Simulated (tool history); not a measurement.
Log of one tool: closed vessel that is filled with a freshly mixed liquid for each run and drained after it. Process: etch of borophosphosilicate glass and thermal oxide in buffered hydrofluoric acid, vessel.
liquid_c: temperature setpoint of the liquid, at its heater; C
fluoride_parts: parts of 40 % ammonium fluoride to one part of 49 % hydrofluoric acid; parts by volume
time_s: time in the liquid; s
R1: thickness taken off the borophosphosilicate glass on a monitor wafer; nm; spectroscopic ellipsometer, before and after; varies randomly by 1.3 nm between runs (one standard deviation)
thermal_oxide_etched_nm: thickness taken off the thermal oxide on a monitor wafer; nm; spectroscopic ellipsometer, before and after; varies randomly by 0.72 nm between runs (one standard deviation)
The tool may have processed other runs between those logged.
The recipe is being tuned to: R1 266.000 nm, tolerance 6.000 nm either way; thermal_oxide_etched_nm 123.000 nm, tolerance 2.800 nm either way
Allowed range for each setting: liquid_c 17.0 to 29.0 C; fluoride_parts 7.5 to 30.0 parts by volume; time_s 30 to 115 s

run 1 hour=0.0 | liquid_c=21.0 fluoride_parts=21.0 time_s=60 | R1=59.614 thermal_oxide_etched_nm=27.672
run 2 hour=3.1 | liquid_c=21.0 fluoride_parts=18.5 time_s=60 | R1=66.205 thermal_oxide_etched_nm=30.617
run 3 hour=8.1 | liquid_c=22.0 fluoride_parts=17.0 time_s=65 | R1=82.549 thermal_oxide_etched_nm=38.134
run 4 hour=11.3 | liquid_c=22.0 fluoride_parts=17.0 time_s=80 | R1=101.650 thermal_oxide_etched_nm=47.100
run 5 hour=15.3 | liquid_c=22.0 fluoride_parts=17.0 time_s=100 | R1=126.150 thermal_oxide_etched_nm=58.380
run 6 hour=20.3 | liquid_c=23.0 fluoride_parts=16.0 time_s=100 | R1=141.730 thermal_oxide_etched_nm=66.722
run 7 hour=24.2 | liquid_c=24.0 fluoride_parts=15.0 time_s=100 | R1=159.320 thermal_oxide_etched_nm=74.372
run 8 hour=26.0 | liquid_c=28.0 fluoride_parts=9.0 time_s=100 | R1=314.180 thermal_oxide_etched_nm=146.280
run 9 hour=31.6 | liquid_c=27.5 fluoride_parts=9.0 time_s=100 | R1=308.370 thermal_oxide_etched_nm=142.350
run 10 hour=35.3 | liquid_c=27.0 fluoride_parts=9.0 time_s=100 | R1=299.350 thermal_oxide_etched_nm=137.680
run 11 hour=36.3 | liquid_c=26.0 fluoride_parts=9.0 time_s=100 | R1=285.010 thermal_oxide_etched_nm=131.360
run 12 hour=37.2 | liquid_c=25.5 fluoride_parts=9.0 time_s=100 | R1=277.560 thermal_oxide_etched_nm=128.800

Pick the move, out of 5, that brings all results within their allowed miss; only one does.
run A hour=38.1 | liquid_c=27.0 fluoride_parts=7.5 time_s=70 | R1=? thermal_oxide_etched_nm=?
run B hour=38.1 | liquid_c=27.0 fluoride_parts=8.0 time_s=75 | R1=? thermal_oxide_etched_nm=?
run C hour=38.1 | liquid_c=29.0 fluoride_parts=8.5 time_s=80 | R1=? thermal_oxide_etched_nm=?
run D hour=38.1 | liquid_c=25.0 fluoride_parts=11.0 time_s=110 | R1=? thermal_oxide_etched_nm=?
run E hour=38.1 | liquid_c=25.5 fluoride_parts=8.0 time_s=85 | R1=? thermal_oxide_etched_nm=?

move=A R1=258.150 thermal_oxide_etched_nm=118.550
move=B R1=257.760 thermal_oxide_etched_nm=118.460
move=C R1=285.800 thermal_oxide_etched_nm=131.580
move=D R1=254.480 thermal_oxide_etched_nm=117.130
move=E R1=269.780 thermal_oxide_etched_nm=123.870
A: takes the result that was furthest off past its target
B: takes the result that was furthest off past its target
C: the biggest miss grows against the last run
D: takes the result that was furthest off past its target
E: all results in spec
The right move is E.

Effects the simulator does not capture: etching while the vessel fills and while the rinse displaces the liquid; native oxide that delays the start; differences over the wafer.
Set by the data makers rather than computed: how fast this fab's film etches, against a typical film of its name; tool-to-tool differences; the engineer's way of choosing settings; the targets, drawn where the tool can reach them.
